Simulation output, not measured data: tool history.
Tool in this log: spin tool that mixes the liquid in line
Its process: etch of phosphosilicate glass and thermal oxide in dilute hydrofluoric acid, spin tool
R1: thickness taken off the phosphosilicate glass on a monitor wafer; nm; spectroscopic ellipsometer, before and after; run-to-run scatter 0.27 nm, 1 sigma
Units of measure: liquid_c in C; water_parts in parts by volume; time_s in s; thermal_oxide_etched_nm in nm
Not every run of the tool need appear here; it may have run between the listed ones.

Run 1, hour 0: liquid_c 24 C, water_parts 80 parts by volume, time_s 30 s. Result: R1 57.569 nm, thermal_oxide_etched_nm 1.8137 nm.
Run 2, hour 2.9: liquid_c 22.5 C, water_parts 85 parts by volume, time_s 30 s. Result: R1 50.145 nm, thermal_oxide_etched_nm 1.5926 nm.
Run 3, hour 8.4: liquid_c 22.5 C, water_parts 100 parts by volume, time_s 30 s. Result: R1 43.195 nm, thermal_oxide_etched_nm 1.3355 nm.
Run 4, hour 12.1: liquid_c 21.5 C, water_parts 100 parts by volume, time_s 30 s. Result: R1 40.981 nm, thermal_oxide_etched_nm 1.2752 nm.
Run 5, hour 18.7: liquid_c 21.5 C, water_parts 115 parts by volume, time_s 30 s. Result: R1 35.441 nm, thermal_oxide_etched_nm 1.1102 nm.
Run 6, hour 26.8: liquid_c 21.5 C, water_parts 115 parts by volume, time_s 25 s. Result: R1 29.342 nm, thermal_oxide_etched_nm 0.92665 nm.

Expected results for the next run?
Run 7, hour 27.7: liquid_c 22 C, water_parts 115 parts by volume, time_s 25 s. Result: R1 ?, thermal_oxide_etched_nm ?.

{"run 7": {"R1": 29.744, "thermal_oxide_etched_nm": 0.95161}}
